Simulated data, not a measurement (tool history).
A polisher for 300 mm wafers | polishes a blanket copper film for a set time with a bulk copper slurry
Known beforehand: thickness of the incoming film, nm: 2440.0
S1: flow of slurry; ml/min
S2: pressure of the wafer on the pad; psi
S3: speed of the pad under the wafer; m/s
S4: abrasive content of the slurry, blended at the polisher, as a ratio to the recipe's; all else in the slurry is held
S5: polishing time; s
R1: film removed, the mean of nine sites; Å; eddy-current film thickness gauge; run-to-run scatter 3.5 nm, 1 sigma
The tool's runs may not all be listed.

Run 1, hour 0.0: S1 225 ml/min, S2 2.8 psi, S3 1.30 m/s, S4 1.0, S5 77 s. Result: R1 7179.2 Å.
Run 2, hour 2.5: S1 225 ml/min, S2 3.3 psi, S3 1.30 m/s, S4 1.0, S5 77 s. Result: R1 8385.4 Å.
Run 3, hour 9.2: S1 225 ml/min, S2 3.9 psi, S3 1.30 m/s, S4 1.0, S5 77 s. Result: R1 10146.0 Å.
Run 4, hour 11.1: S1 225 ml/min, S2 3.9 psi, S3 1.30 m/s, S4 1.1, S5 77 s. Result: R1 10091.0 Å.
Run 5, hour 17.2: S1 225 ml/min, S2 3.2 psi, S3 1.30 m/s, S4 1.1, S5 77 s. Result: R1 8327.5 Å.
Run 6, hour 24.1: S1 225 ml/min, S2 3.2 psi, S3 1.62 m/s, S4 1.1, S5 77 s. Result: R1 10333.0 Å.
Run 7, hour 30.4: S1 225 ml/min, S2 2.9 psi, S3 1.52 m/s, S4 1.1, S5 77 s. Result: R1 8892.6 Å.
Run 8, hour 39.1: S1 225 ml/min, S2 2.7 psi, S3 1.44 m/s, S4 1.1, S5 77 s. Result: R1 7944.4 Å.
Run 9, hour 41.8: S1 225 ml/min, S2 2.5 psi, S3 1.36 m/s, S4 1.1, S5 77 s. Result: R1 6910.5 Å.
Run 10, hour 43.2: S1 225 ml/min, S2 2.3 psi, S3 1.30 m/s, S4 1.1, S5 77 s. Result: R1 6154.0 Å.
Run 11, hour 51.3: S1 225 ml/min, S2 2.2 psi, S3 1.26 m/s, S4 1.1, S5 77 s. Result: R1 5675.7 Å.
Run 12, hour 54.6: S1 225 ml/min, S2 2.1 psi, S3 1.22 m/s, S4 1.1, S5 77 s. Result: R1 5235.2 Å.
Run 13, hour 61.3: S1 225 ml/min, S2 2.0 psi, S3 1.20 m/s, S4 1.1, S5 77 s. Result: R1 4910.6 Å.
Run 14, hour 62.5: S1 220 ml/min, S2 1.3 psi, S3 1.10 m/s, S4 1.1, S5 77 s. Result: R1 2948.9 Å.
Run 15, hour 71.4: S1 220 ml/min, S2 1.3 psi, S3 1.10 m/s, S4 1.1, S5 77 s. Result: R1 3008.7 Å.
At hour 72.9: slurry blender recalibrated.
Run 16, hour 72.9: S1 230 ml/min, S2 1.3 psi, S3 1.10 m/s, S4 1.1, S5 77 s. Result: R1 3163.8 Å.

What does the tool deliver on the next run?
Run 17, hour 79.4: S1 235 ml/min, S2 1.3 psi, S3 1.10 m/s, S4 1.1, S5 77 s. Result: R1 ?.

R1: 3157.7 Å
